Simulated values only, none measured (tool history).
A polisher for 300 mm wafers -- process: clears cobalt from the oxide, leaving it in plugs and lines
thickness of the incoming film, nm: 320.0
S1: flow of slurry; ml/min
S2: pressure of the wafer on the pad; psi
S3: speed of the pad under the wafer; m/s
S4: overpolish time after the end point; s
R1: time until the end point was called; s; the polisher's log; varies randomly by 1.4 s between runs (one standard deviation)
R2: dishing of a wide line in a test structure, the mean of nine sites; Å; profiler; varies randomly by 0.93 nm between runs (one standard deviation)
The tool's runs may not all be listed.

{"run": 1, "hour": 0.0, "S1": 250, "S2": 1.8, "S3": 0.86, "S4": 15, "R1": 102.96, "R2": 307.77}
{"run": 2, "hour": 8.4, "S1": 250, "S2": 1.9, "S3": 0.86, "S4": 16, "R1": 98.97, "R2": 322.34}
{"run": 3, "hour": 14.7, "S1": 295, "S2": 1.9, "S3": 0.86, "S4": 16, "R1": 98.567, "R2": 338.9}
{"run": 4, "hour": 15.6, "S1": 295, "S2": 1.9, "S3": 0.68, "S4": 16, "R1": 117.24, "R2": 308.26}
{"run": 5, "hour": 18.7, "S1": 295, "S2": 1.9, "S3": 0.56, "S4": 16, "R1": 132.85, "R2": 262.68}
{"run": 6, "hour": 25.5, "S1": 295, "S2": 1.9, "S3": 0.56, "S4": 11, "R1": 137.41, "R2": 199.53}
{"hour": 28.9, "done": "worn pad replaced by a new one"}
{"run": 7, "hour": 28.9, "S1": 300, "S2": 2.0, "S3": 0.6, "S4": 13, "R1": 112.16, "R2": 273.21}

Run 8 has not been measured yet. What should we expect?
{"run": 8, "hour": 37.6, "S1": 260, "S2": 2.3, "S3": 0.6, "S4": 20, "R1": "?", "R2": "?"}

{"run 8": {"R1": 104.55, "R2": 382.15}}
